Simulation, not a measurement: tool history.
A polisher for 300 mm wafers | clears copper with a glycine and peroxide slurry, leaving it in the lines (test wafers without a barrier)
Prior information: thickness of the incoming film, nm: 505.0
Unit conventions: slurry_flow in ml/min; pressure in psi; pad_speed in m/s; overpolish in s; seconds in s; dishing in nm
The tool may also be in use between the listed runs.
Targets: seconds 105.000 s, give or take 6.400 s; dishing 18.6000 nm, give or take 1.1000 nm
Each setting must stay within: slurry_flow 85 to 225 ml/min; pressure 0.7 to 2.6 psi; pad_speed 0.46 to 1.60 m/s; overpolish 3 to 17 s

run,day,slurry_flow,pressure,pad_speed,overpolish,seconds,dishing
1,0.000,145,1.6,1.02,9,129.700,25.9460
2,0.342,145,1.6,1.02,8,134.800,22.4620
3,0.454,145,1.6,1.02,6,131.060,17.6170
4,0.629,145,1.6,1.02,3,133.410,9.4121
# day 0.812: slurry nozzle cleaned
5,0.812,165,1.6,1.02,3,122.570,9.6732
6,0.996,165,1.6,1.02,6,122.960,18.7140
7,1.125,175,1.7,1.04,5,115.250,17.1330
8,1.150,190,1.7,1.06,5,109.820,17.2460

Which single option among these 4 for the next run brings every result within its allowed miss of target? Just one does.
A,1.175,185,1.7,0.92,6,?,?
B,1.175,210,1.7,1.16,4,?,?
C,1.175,220,1.8,1.06,5,?,?
D,1.175,215,1.9,1.10,4,?,?

move,seconds,dishing
A,124.730,19.0830
B,103.910,15.4670
C,106.000,18.7310
D,99.596,16.1380
A: the furthest-off result lands on target, but another misses its tolerance
B: its largest miss is bigger than the last run's
C: every result lands within tolerance
D: its largest miss is bigger than the last run's
So the answer is move C, the one that meets all the targets.
